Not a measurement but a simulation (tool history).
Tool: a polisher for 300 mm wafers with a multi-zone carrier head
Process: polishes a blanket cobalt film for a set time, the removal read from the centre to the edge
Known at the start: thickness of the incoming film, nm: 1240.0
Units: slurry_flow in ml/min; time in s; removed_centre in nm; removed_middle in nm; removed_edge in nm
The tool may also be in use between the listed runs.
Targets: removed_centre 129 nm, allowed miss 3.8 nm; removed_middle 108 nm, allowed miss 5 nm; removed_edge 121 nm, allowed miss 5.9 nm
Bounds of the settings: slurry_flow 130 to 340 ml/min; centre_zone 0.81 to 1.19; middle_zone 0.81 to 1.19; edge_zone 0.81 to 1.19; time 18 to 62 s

run 1 hour=0 | slurry_flow=220 centre_zone=1 middle_zone=1 edge_zone=1 time=40 | removed_centre=139.67 removed_middle=146.68 removed_edge=142.05
run 2 hour=3.4 | slurry_flow=220 centre_zone=1 middle_zone=1 edge_zone=1 time=33 | removed_centre=117.01 removed_middle=118.45 removed_edge=116.66
run 3 hour=11.5 | slurry_flow=230 centre_zone=1.02 middle_zone=0.97 edge_zone=1.02 time=33 | removed_centre=119.38 removed_middle=118.44 removed_edge=117.26
run 4 hour=17.4 | slurry_flow=230 centre_zone=1.02 middle_zone=0.97 edge_zone=1.1 time=33 | removed_centre=119 removed_middle=116.71 removed_edge=122.2
run 5 hour=22.6 | slurry_flow=210 centre_zone=1.02 middle_zone=0.97 edge_zone=1.1 time=33 | removed_centre=116 removed_middle=116.33 removed_edge=118.13
run 6 hour=30 | slurry_flow=210 centre_zone=1.1 middle_zone=0.97 edge_zone=1.1 time=33 | removed_centre=126.89 removed_middle=114.4 removed_edge=121.38
run 7 hour=38.9 | slurry_flow=210 centre_zone=1.11 middle_zone=0.95 edge_zone=1.1 time=33 | removed_centre=126.69 removed_middle=111.39 removed_edge=120.91
run 8 hour=46 | slurry_flow=210 centre_zone=1.12 middle_zone=0.94 edge_zone=1.1 time=33 | removed_centre=130.36 removed_middle=113.64 removed_edge=122.25
run 9 hour=47.9 | slurry_flow=195 centre_zone=1.12 middle_zone=0.88 edge_zone=1.1 time=32 | removed_centre=124.31 removed_middle=105.66 removed_edge=117.64
run 10 hour=55.3 | slurry_flow=200 centre_zone=1.12 middle_zone=0.88 edge_zone=1.1 time=32 | removed_centre=124.46 removed_middle=104.89 removed_edge=117.72
run 11 hour=57.2 | slurry_flow=205 centre_zone=1.12 middle_zone=0.89 edge_zone=1.1 time=32 | removed_centre=125.53 removed_middle=105.31 removed_edge=117.75
run 12 hour=58 | slurry_flow=210 centre_zone=1.12 middle_zone=0.89 edge_zone=1.1 time=32 | removed_centre=122.84 removed_middle=108.05 removed_edge=116.02
run 13 hour=64.3 | slurry_flow=205 centre_zone=1.16 middle_zone=0.87 edge_zone=1.15 time=33 | removed_centre=131.78 removed_middle=106.94 removed_edge=120.53

Which of these 4 next moves meets every target?
run A hour=70.6 | slurry_flow=210 centre_zone=1.14 middle_zone=0.9 edge_zone=1.16 time=32 | removed_centre=? removed_middle=? removed_edge=?
run B hour=70.6 | slurry_flow=180 centre_zone=1.19 middle_zone=0.85 edge_zone=1.13 time=34 | removed_centre=? removed_middle=? removed_edge=?
run C hour=70.6 | slurry_flow=210 centre_zone=1.19 middle_zone=0.81 edge_zone=1.19 time=32 | removed_centre=? removed_middle=? removed_edge=?
run D hour=70.6 | slurry_flow=160 centre_zone=1.13 middle_zone=0.81 edge_zone=1.12 time=37 | removed_centre=? removed_middle=? removed_edge=?

move=A removed_centre=126.32 removed_middle=105.33 removed_edge=119.6
move=B removed_centre=136.11 removed_middle=104.93 removed_edge=123.35
move=C removed_centre=131.82 removed_middle=98.153 removed_edge=121.07
move=D removed_centre=136.96 removed_middle=108.1 removed_edge=131.55
A: meets every target
B: further off than the last run
C: brings the result that was furthest off to its target, and leaves another outside
D: further off than the last run
Answer: A

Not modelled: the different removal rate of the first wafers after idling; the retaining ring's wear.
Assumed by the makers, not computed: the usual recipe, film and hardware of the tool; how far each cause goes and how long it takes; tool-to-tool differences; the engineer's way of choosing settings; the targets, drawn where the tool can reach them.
